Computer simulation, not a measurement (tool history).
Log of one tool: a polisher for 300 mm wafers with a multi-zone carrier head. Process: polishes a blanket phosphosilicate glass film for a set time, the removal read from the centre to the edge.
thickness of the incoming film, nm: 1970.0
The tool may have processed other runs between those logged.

run	hour	flow of slurry (ml/min)	pressure of the head's centre zone	pressure of the head's middle zone	pressure of the head's edge zone	abrasive content of the slurry	polishing time (s)	film removed at the wafer's centre (Å)	film removed at mid-radius (Å)	film removed at the wafer's edge (Å)
1	0.0	130	1.00	1.00	1.00	1.00	34	3555.3	3586.3	3552.4
2	3.0	130	1.00	1.00	0.97	1.00	34	3612.6	3550.9	3520.0
3	10.5	130	1.00	1.00	0.92	1.00	34	3542.4	3576.1	3443.3
4	18.3	135	0.97	1.00	0.98	1.15	35	3810.3	4017.7	3902.4
5	26.6	135	0.97	1.00	1.02	1.15	35	3871.3	3979.2	3992.1
6	33.0	135	0.97	1.07	1.02	1.15	35	3954.7	4216.6	3980.3
7	40.5	170	0.91	1.03	1.12	1.40	38	4599.4	5155.1	5151.8

Forecast run 8:
8	45.2	170	0.91	1.03	1.14	1.45	38	?	?	?

Run 8 produced film removed at the wafer's centre (Å) 4567.9, film removed at mid-radius (Å) 5205.5, film removed at the wafer's edge (Å) 5257.4.
